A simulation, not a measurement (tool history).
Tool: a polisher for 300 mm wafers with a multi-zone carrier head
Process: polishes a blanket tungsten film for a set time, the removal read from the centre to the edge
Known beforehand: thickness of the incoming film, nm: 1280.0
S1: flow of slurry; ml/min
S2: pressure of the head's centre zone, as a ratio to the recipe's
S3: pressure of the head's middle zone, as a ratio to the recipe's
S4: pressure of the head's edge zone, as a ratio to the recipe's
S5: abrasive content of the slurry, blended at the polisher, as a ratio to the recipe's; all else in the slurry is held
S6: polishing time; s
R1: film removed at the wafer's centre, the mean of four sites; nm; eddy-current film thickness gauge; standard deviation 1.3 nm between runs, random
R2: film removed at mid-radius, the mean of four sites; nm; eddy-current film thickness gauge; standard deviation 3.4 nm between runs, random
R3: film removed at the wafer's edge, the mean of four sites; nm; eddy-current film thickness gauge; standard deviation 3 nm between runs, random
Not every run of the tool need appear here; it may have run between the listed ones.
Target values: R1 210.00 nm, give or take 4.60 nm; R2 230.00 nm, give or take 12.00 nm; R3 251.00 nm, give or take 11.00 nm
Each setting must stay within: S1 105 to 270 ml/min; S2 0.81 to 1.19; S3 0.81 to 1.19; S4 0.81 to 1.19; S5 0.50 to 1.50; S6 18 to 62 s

run 1 day=0.000 | S1=175 S2=1.00 S3=1.00 S4=1.00 S5=1.00 S6=40 | R1=165.06 R2=172.06 R3=173.58
run 2 day=0.350 | S1=175 S2=0.99 S3=1.00 S4=1.05 S5=1.15 S6=42 | R1=177.76 R2=193.18 R3=196.59
run 3 day=0.604 | S1=185 S2=0.99 S3=0.99 S4=1.09 S5=1.25 S6=42 | R1=185.90 R2=198.62 R3=206.77
run 4 day=0.633 | S1=190 S2=0.98 S3=0.98 S4=1.12 S5=1.30 S6=43 | R1=191.32 R2=197.37 R3=222.11
run 5 day=0.950 | S1=200 S2=0.98 S3=1.00 S4=1.14 S5=1.35 S6=43 | R1=193.88 R2=212.81 R3=229.64
run 6 day=1.067 | S1=210 S2=0.99 S3=1.00 S4=1.15 S5=1.35 S6=43 | R1=200.25 R2=207.94 R3=227.00
run 7 day=1.396 | S1=210 S2=0.99 S3=1.01 S4=1.16 S5=1.40 S6=43 | R1=199.66 R2=213.41 R3=230.12
run 8 day=1.467 | S1=215 S2=0.98 S3=1.01 S4=1.17 S5=1.45 S6=43 | R1=201.70 R2=215.98 R3=235.53

Of the 4 settings listed for the next run, only one would bring every result within its allowed miss of target. Which one?
run A day=1.538 | S1=215 S2=0.89 S3=0.98 S4=1.19 S5=1.50 S6=45 | R1=? R2=? R3=?
run B day=1.538 | S1=235 S2=1.09 S3=1.04 S4=1.08 S5=1.50 S6=40 | R1=? R2=? R3=?
run C day=1.538 | S1=225 S2=1.00 S3=0.97 S4=1.18 S5=1.45 S6=40 | R1=? R2=? R3=?
run D day=1.538 | S1=240 S2=0.93 S3=0.98 S4=1.14 S5=1.40 S6=47 | R1=? R2=? R3=?

move=A R1=194.65 R2=222.65 R3=248.94
move=B R1=215.13 R2=210.38 R3=212.22
move=C R1=193.80 R2=195.17 R3=218.95
move=D R1=211.21 R2=230.70 R3=251.36
A: the biggest miss grows against the last run
B: carries the result that was furthest off beyond its target, to the other side
C: the biggest miss grows against the last run
D: in spec on every target
The right move is D.
